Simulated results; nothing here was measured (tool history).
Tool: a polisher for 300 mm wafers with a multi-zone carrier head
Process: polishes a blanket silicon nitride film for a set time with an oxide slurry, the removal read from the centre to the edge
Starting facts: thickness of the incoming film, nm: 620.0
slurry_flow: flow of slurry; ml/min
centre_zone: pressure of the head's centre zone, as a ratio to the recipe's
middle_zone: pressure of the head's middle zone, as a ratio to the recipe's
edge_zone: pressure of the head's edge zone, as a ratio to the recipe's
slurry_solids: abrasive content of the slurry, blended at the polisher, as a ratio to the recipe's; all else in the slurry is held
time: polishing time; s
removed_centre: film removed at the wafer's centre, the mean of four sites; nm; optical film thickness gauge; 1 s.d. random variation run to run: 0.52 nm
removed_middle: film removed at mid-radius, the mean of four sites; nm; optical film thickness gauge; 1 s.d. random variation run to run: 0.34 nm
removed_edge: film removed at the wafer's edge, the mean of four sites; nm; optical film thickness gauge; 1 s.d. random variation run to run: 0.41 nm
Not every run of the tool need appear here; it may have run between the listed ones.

run  hour  slurry_flow  centre_zone  middle_zone  edge_zone  slurry_solids  time  removed_centre  removed_middle  removed_edge
  1     0          270            1            1          1              1    56          30.072          29.412        30.059
  2   3.7          285            1         1.06       1.05           1.15    58          32.172          33.826        33.386
  3   9.4          285            1         1.06       1.05           1.35    58          34.994          35.888        34.885
  4  11.3          255            1         1.06       1.05           1.35    58          33.708          34.785        34.139
  5  20.3          295         0.99         1.09       1.09            1.4    61          36.208          39.032        38.311
  6  21.2          295         0.99         1.09       1.09            1.4    49          28.583          31.126        30.109
     29.9  -- slurry nozzle cleaned
  7  29.9          295         0.99         1.09       1.09            1.4    49          30.667          32.436        31.638
  8  36.9          295         0.99         1.09       1.09            1.4    49          29.665          32.564        31.569

Forecast run 9:
  9  44.7          325            1         1.12       1.12           1.45    54               ?               ?             ?

removed_centre: 34.501 nm
removed_middle: 37.346 nm
removed_edge: 35.899 nm
